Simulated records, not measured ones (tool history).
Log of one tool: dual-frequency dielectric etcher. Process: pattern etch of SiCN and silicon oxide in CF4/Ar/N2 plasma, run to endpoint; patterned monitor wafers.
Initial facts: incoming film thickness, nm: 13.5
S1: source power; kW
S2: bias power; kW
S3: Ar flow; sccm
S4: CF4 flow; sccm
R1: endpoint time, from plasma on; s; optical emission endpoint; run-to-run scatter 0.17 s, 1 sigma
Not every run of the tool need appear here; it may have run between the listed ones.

run  hour    S1     S2   S3  S4      R1
  1     0   0.5  0.058  140  43  18.343
  2     7   0.5  0.054  140  43  18.639
  3  11.7  0.54  0.054  140  43  17.819
  4  15.7  0.62  0.054  140  43   15.95
  5  17.1  0.55  0.052  142  43  17.744
  6  17.8   0.6  0.052  142  43  16.591
  7  24.6  0.54   0.05  143  43   18.18
  8  33.6   0.5  0.049  144  43  19.383

Run 9, settings as shown, results not yet in. Your forecast:
  9  41.9  0.47  0.048  145  43   ?

{"run 9": {"R1": 19.998}}
